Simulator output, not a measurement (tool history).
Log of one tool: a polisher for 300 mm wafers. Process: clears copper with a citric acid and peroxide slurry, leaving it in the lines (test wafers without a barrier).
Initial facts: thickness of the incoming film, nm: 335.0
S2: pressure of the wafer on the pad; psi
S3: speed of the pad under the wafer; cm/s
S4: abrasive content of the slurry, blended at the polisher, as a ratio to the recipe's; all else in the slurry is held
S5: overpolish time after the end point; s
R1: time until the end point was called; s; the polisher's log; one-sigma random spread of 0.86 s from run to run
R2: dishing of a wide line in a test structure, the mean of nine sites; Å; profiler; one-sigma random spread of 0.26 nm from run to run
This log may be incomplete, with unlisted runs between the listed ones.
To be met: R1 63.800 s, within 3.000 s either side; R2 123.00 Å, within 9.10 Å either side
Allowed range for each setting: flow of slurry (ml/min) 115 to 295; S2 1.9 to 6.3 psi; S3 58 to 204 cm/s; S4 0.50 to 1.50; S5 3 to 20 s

run 1 hour=0.0 | flow_of_slurry_(ml/min)=190 S2=4.1 S3=130 S4=1.00 S5=10 | R1=75.698 R2=313.86
run 2 hour=0.7 | flow_of_slurry_(ml/min)=190 S2=4.0 S3=134 S4=1.00 S5=9 | R1=77.788 R2=290.54
run 3 hour=5.9 | flow_of_slurry_(ml/min)=190 S2=4.0 S3=134 S4=1.00 S5=12 | R1=74.900 R2=361.61
run 4 hour=13.3 | flow_of_slurry_(ml/min)=190 S2=3.4 S3=134 S4=1.00 S5=12 | R1=84.065 R2=333.97
run 5 hour=15.2 | flow_of_slurry_(ml/min)=190 S2=3.9 S3=126 S4=1.00 S5=10 | R1=81.284 R2=310.24
run 6 hour=24.1 | flow_of_slurry_(ml/min)=175 S2=3.8 S3=142 S4=0.90 S5=9 | R1=77.199 R2=290.31
run 7 hour=29.6 | flow_of_slurry_(ml/min)=125 S2=3.0 S3=178 S4=0.65 S5=4 | R1=84.710 R2=126.58
run 8 hour=30.9 | flow_of_slurry_(ml/min)=125 S2=3.1 S3=184 S4=0.60 S5=4 | R1=83.831 R2=128.00
run 9 hour=33.7 | flow_of_slurry_(ml/min)=125 S2=3.2 S3=188 S4=0.60 S5=4 | R1=79.341 R2=138.98
run 10 hour=42.6 | flow_of_slurry_(ml/min)=175 S2=3.0 S3=192 S4=0.85 S5=3 | R1=67.692 R2=118.40
run 11 hour=50.2 | flow_of_slurry_(ml/min)=180 S2=3.0 S3=192 S4=0.85 S5=3 | R1=67.827 R2=116.91

Consider the 4 candidate settings below. Which is the only one whose results all fall within their allowed miss of target?
run A hour=57.8 | flow_of_slurry_(ml/min)=185 S2=3.4 S3=204 S4=0.95 S5=3 | R1=? R2=?
run B hour=57.8 | flow_of_slurry_(ml/min)=185 S2=3.0 S3=172 S4=0.85 S5=3 | R1=? R2=?
run C hour=57.8 | flow_of_slurry_(ml/min)=230 S2=3.4 S3=190 S4=0.70 S5=3 | R1=? R2=?
run D hour=57.8 | flow_of_slurry_(ml/min)=220 S2=2.3 S3=190 S4=0.95 S5=3 | R1=? R2=?

move=A R1=57.669 R2=134.28
move=B R1=74.074 R2=105.76
move=C R1=64.679 R2=120.45
move=D R1=72.950 R2=107.15
A: the result that was furthest off in the last run now lies on the other side of its target
B: further off than the last run
C: in spec on every target
D: further off than the last run
So the answer is move C, the one that meets all the targets.

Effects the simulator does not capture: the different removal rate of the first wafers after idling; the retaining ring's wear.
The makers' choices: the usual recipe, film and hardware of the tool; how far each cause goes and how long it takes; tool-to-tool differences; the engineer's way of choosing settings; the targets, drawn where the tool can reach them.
